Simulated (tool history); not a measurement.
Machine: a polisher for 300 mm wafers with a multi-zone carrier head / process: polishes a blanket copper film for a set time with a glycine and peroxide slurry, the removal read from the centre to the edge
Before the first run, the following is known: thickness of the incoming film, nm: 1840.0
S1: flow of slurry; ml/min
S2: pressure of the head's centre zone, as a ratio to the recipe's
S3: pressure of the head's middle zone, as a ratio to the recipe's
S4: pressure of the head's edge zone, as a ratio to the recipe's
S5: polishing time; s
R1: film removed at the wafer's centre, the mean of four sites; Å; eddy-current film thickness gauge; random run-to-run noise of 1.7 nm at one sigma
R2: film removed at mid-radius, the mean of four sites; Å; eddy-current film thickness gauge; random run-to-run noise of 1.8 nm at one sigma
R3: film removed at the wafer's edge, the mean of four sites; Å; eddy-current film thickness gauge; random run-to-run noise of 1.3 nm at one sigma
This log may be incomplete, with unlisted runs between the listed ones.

| run | hour | S1 | S2 | S3 | S4 | S5 | R1 | R2 | R3 |
|---|---|---|---|---|---|---|---|---|---|
| 1 | 0 | 205 | 1 | 1 | 1 | 32 | 1515.1 | 1482.9 | 1446.5 |
| 2 | 6.4 | 205 | 1 | 0.93 | 1 | 32 | 1478.3 | 1418.6 | 1457.3 |
| 3 | 12 | 205 | 1 | 0.93 | 1 | 39 | 1838.9 | 1734.5 | 1785.6 |
| 4 | 13.9 | 215 | 0.99 | 0.94 | 1.03 | 39 | 1835.7 | 1746.8 | 1779.8 |
| 5 | 21.6 | 215 | 0.99 | 0.94 | 0.96 | 39 | 1800.8 | 1769.6 | 1770.7 |
| 6 | 25.1 | 170 | 0.99 | 0.94 | 0.96 | 39 | 1783.1 | 1710.8 | 1706.5 |
| 7 | 27.9 | 190 | 0.98 | 0.94 | 0.99 | 39 | 1785.8 | 1724.2 | 1769.4 |
| 8 | 34.8 | 200 | 0.97 | 0.95 | 1.02 | 39 | 1761.9 | 1745.3 | 1793.6 |
| 9 | 41.9 | 210 | 0.97 | 0.95 | 1.05 | 39 | 1782.5 | 1763.8 | 1805.3 |
| 10 | 46.1 | 220 | 0.97 | 0.94 | 1.07 | 40 | 1827.4 | 1824.5 | 1862.1 |
| 11 | 55.1 | 225 | 0.97 | 0.93 | 1.08 | 41 | 1892.6 | 1875 | 1925.6 |
| 12 | 61.1 | 225 | 0.97 | 0.92 | 1.09 | 41 | 1863 | 1816.2 | 1942.6 |
| 13 | 63 | 230 | 0.97 | 0.92 | 1.1 | 41 | 1877.9 | 1840.8 | 1935.9 |
| 14 | 66.4 | 235 | 0.97 | 0.92 | 1.11 | 41 | 1910.8 | 1837.1 | 1945.5 |
| 15 | 75.2 | 235 | 0.96 | 0.92 | 1.12 | 41 | 1886.4 | 1855.1 | 1995.8 |
| 16 | 82.3 | 240 | 0.96 | 0.92 | 1.13 | 41 | 1893.4 | 1836.2 | 1967.8 |
| 17 | 88.7 | 245 | 0.96 | 0.92 | 1.14 | 41 | 1889.4 | 1848.7 | 1980.5 |
| 18 | 92.2 | 250 | 0.96 | 0.92 | 1.15 | 41 | 1863 | 1862.7 | 1990 |

Run 19 is up next; what results do you expect?
| 19 | 95.2 | 250 | 0.96 | 0.92 | 1.16 | 41 | ? | ? | ? |

{"run 19": {"R1": 1883.1, "R2": 1831.4, "R3": 2006.9}}
